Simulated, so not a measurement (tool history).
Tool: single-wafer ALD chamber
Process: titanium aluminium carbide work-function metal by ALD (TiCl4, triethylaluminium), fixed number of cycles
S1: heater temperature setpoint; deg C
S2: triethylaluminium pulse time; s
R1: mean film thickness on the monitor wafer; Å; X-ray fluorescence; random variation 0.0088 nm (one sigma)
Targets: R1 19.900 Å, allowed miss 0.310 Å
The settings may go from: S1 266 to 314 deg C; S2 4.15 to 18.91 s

{"run": 1, "day": 0.0, "S1": 290, "S2": 11.53, "R1": 18.522}
{"run": 2, "day": 0.108, "S1": 297, "S2": 11.53, "R1": 18.942}
{"run": 3, "day": 0.329, "S1": 299, "S2": 11.76, "R1": 19.409}
{"run": 4, "day": 0.458, "S1": 299, "S2": 8.82, "R1": 18.845}
{"run": 5, "day": 0.792, "S1": 301, "S2": 8.98, "R1": 19.094}
{"run": 6, "day": 1.033, "S1": 301, "S2": 6.3, "R1": 18.347}
{"run": 7, "day": 1.058, "S1": 301, "S2": 6.3, "R1": 18.518}
{"run": 8, "day": 1.367, "S1": 301, "S2": 6.3, "R1": 18.591}
{"run": 9, "day": 1.412, "S1": 303, "S2": 6.52, "R1": 18.643}
{"run": 10, "day": 1.488, "S1": 305, "S2": 6.86, "R1": 18.957}
{"run": 11, "day": 1.617, "S1": 306, "S2": 7.01, "R1": 18.945}

Which of these 4 next moves meets every target?
{"run": "A", "day": 1.746, "S1": 309, "S2": 5.99, "R1": "?"}
{"run": "B", "day": 1.746, "S1": 306, "S2": 7.6, "R1": "?"}
{"run": "C", "day": 1.746, "S1": 311, "S2": 9.85, "R1": "?"}
{"run": "D", "day": 1.746, "S1": 310, "S2": 7.82, "R1": "?"}

move=A R1=18.940
move=B R1=19.164
move=C R1=19.923
move=D R1=19.502
A: as far off as the last run
B: nearer than the last run, and not there yet
C: meets every target
D: nearer than the last run, and not there yet
Answer: C
